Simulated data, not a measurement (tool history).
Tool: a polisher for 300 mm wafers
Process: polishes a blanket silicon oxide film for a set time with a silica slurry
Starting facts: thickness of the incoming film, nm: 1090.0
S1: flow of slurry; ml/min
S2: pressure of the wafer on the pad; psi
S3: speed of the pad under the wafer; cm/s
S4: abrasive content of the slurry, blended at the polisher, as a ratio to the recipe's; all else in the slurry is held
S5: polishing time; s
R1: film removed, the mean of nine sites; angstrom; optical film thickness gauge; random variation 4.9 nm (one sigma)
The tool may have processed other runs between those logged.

run	hour	S1	S2	S3	S4	S5	R1
1	0	130	5.3	100	1	76	3261.2
2	7.4	130	5.3	88	1	76	2897.3
3	10.3	130	5.5	88	1	76	3100.9
4	14.1	130	5.7	88	1	76	3130.8
5	15.4	130	4.9	88	1	76	2785.9
6	19.1	130	5.6	88	1	76	3089.5

Forecast run 7:
7	24.6	130	5.6	88	1	76	?

R1: 3160.5 angstrom
